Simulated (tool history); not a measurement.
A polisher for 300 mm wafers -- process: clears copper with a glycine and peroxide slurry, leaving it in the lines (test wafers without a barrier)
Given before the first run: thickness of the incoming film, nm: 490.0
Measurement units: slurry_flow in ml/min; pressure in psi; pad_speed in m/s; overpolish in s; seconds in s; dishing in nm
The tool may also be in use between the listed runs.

| run | day | slurry_flow | pressure | pad_speed | overpolish | seconds | dishing |
|---|---|---|---|---|---|---|---|
| 1 | 0 | 270 | 3.3 | 0.88 | 27 | 82.308 | 81.139 |
| 2 | 0.054 | 240 | 2.8 | 0.9 | 22 | 90.527 | 69.214 |
| 3 | 0.083 | 240 | 2.8 | 1.08 | 22 | 76.736 | 70.759 |
| 4 | 0.379 | 240 | 2.8 | 1.08 | 32 | 77.773 | 85.201 |
| 5 | 0.717 | 220 | 2.4 | 1.06 | 26 | 90.141 | 73.364 |
| 6 | 0.758 | 220 | 2.4 | 1.16 | 26 | 84.195 | 75.989 |
| 7 | 1.112 | 275 | 2.2 | 1.08 | 21 | 88.579 | 62.999 |
| 8 | 1.221 | 315 | 2 | 1.02 | 17 | 97.833 | 51.587 |
| 9 | 1.4 | 345 | 1.9 | 1 | 15 | 99.296 | 46.464 |
| 10 | 1.504 | 365 | 1.8 | 0.98 | 13 | 105.97 | 39.684 |
| 11 | 1.829 | 365 | 1.8 | 0.98 | 13 | 103.99 | 39.249 |

Estimate the outcome of run 12 from the log above:
| 12 | 2 | 380 | 1.7 | 0.96 | 12 | ? | ? |

seconds: 111.85 s
dishing: 35.12 nm
